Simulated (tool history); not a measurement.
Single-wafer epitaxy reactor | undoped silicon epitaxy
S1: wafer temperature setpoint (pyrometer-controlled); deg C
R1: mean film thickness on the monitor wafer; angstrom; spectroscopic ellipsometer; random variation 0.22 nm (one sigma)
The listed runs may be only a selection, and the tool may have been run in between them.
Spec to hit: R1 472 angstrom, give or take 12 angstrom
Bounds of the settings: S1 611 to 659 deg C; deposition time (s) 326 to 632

Run 1, day 0: S1 635 deg C, deposition time (s) 479. Result: R1 564.14 angstrom.
Run 2, day 0.075: S1 632 deg C, deposition time (s) 478. Result: R1 520.14 angstrom.
Run 3, day 0.3: S1 632 deg C, deposition time (s) 416. Result: R1 451.17 angstrom.
Run 4, day 0.525: S1 623 deg C, deposition time (s) 416. Result: R1 359.32 angstrom.
Run 5, day 0.571: S1 623 deg C, deposition time (s) 471. Result: R1 404.05 angstrom.
Run 6, day 0.708: S1 625 deg C, deposition time (s) 471. Result: R1 426.64 angstrom.
Run 7, day 1.083: S1 626 deg C, deposition time (s) 471. Result: R1 438.3 angstrom.
Run 8, day 1.204: S1 627 deg C, deposition time (s) 471. Result: R1 455.22 angstrom.

Exercise: of the 5 proposed moves below, exactly one satisfies all targets within the stated allowed misses. Which move is it?
Run A, day 1.325: S1 627 deg C, deposition time (s) 467. Result: R1 ?.
Run B, day 1.325: S1 621 deg C, deposition time (s) 550. Result: R1 ?.
Run C, day 1.325: S1 625 deg C, deposition time (s) 465. Result: R1 ?.
Run D, day 1.325: S1 625 deg C, deposition time (s) 485. Result: R1 ?.
Run E, day 1.325: S1 630 deg C, deposition time (s) 451. Result: R1 ?.

move      R1
   A  450.05
   B  452.42
   C   425.2
   D  443.49
   E  470.02
A: moves away from the targets compared with the last run
B: moves away from the targets compared with the last run
C: moves away from the targets compared with the last run
D: moves away from the targets compared with the last run
E: in spec on every target
The move that meets every target is E.
